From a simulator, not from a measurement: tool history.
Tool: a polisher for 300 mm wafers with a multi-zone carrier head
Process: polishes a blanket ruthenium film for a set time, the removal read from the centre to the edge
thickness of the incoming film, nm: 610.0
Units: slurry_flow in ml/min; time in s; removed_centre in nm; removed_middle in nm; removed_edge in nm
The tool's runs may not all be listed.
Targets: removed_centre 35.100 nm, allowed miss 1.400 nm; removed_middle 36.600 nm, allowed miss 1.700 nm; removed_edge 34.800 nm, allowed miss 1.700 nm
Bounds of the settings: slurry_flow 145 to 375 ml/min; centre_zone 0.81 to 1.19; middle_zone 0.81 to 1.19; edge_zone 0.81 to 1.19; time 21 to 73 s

| run | hour | slurry_flow | centre_zone | middle_zone | edge_zone | time | removed_centre | removed_middle | removed_edge |
|---|---|---|---|---|---|---|---|---|---|
| 1 | 0.0 | 240 | 1.00 | 1.00 | 1.00 | 47 | 62.628 | 63.156 | 64.735 |
| 2 | 6.6 | 240 | 0.94 | 1.00 | 1.00 | 47 | 58.604 | 63.769 | 62.949 |
| 3 | 7.3 | 240 | 0.94 | 0.99 | 0.97 | 43 | 53.311 | 58.068 | 58.428 |
| 4 | 14.1 | 240 | 0.94 | 0.99 | 0.97 | 33 | 40.749 | 44.641 | 45.173 |
| 5 | 19.0 | 245 | 0.96 | 1.00 | 0.95 | 31 | 40.022 | 42.347 | 42.064 |
| 6 | 24.6 | 245 | 0.96 | 1.00 | 0.98 | 31 | 39.488 | 42.535 | 42.406 |
| 7 | 30.1 | 250 | 0.97 | 1.01 | 0.97 | 30 | 38.939 | 41.140 | 40.500 |
| 8 | 31.7 | 250 | 0.97 | 1.01 | 0.97 | 29 | 37.663 | 39.899 | 38.765 |

5 next moves are on the table. One of them brings every result within its allowed miss. Which?
| A | 33.3 | 270 | 1.04 | 0.97 | 0.96 | 28 | ? | ? | ? |
| B | 33.3 | 215 | 1.03 | 1.08 | 1.01 | 26 | ? | ? | ? |
| C | 33.3 | 245 | 1.12 | 1.00 | 0.89 | 28 | ? | ? | ? |
| D | 33.3 | 250 | 1.16 | 1.18 | 1.00 | 27 | ? | ? | ? |
| E | 33.3 | 185 | 0.81 | 0.99 | 0.96 | 35 | ? | ? | ? |

| move | removed_centre | removed_middle | removed_edge |
|---|---|---|---|
| A | 39.130 | 37.713 | 37.852 |
| B | 35.047 | 36.996 | 35.322 |
| C | 41.711 | 38.171 | 36.263 |
| D | 41.811 | 41.734 | 36.915 |
| E | 36.252 | 45.907 | 45.827 |
A: further off than the last run
B: meets every target
C: brings the result that was furthest off to its target, and leaves another outside
D: further off than the last run
E: further off than the last run
The right move is B.
